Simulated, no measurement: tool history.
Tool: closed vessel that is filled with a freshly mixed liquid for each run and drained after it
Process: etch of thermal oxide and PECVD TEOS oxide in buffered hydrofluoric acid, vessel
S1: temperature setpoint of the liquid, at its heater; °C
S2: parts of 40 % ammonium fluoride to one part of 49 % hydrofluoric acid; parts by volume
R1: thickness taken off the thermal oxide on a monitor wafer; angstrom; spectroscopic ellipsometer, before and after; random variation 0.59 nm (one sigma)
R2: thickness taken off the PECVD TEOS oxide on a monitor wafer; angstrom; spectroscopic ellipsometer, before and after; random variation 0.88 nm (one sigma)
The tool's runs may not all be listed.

run 1 day=0 | S1=21 S2=13.5 time_in_the_liquid_(s)=60 | R1=533.92 R2=1202.3
run 2 day=0.371 | S1=22 S2=13.5 time_in_the_liquid_(s)=60 | R1=574.33 R2=1260
run 3 day=0.575 | S1=22 S2=13.5 time_in_the_liquid_(s)=75 | R1=708.65 R2=1582.5
run 4 day=0.621 | S1=19.5 S2=13.5 time_in_the_liquid_(s)=75 | R1=621.23 R2=1366
run 5 day=0.838 | S1=19.5 S2=9.5 time_in_the_liquid_(s)=75 | R1=841.65 R2=1884.6
run 6 day=1.179 | S1=19.5 S2=6.5 time_in_the_liquid_(s)=75 | R1=1235.6 R2=2769.8
run 7 day=1.392 | S1=18.5 S2=8 time_in_the_liquid_(s)=75 | R1=958.58 R2=2118.8

The next listed run, before its measurement:
run 8 day=1.529 | S1=18.5 S2=8 time_in_the_liquid_(s)=75 | R1=? R2=?

Run 8 gave R1 947.3 angstrom, R2 2091.9 angstrom.

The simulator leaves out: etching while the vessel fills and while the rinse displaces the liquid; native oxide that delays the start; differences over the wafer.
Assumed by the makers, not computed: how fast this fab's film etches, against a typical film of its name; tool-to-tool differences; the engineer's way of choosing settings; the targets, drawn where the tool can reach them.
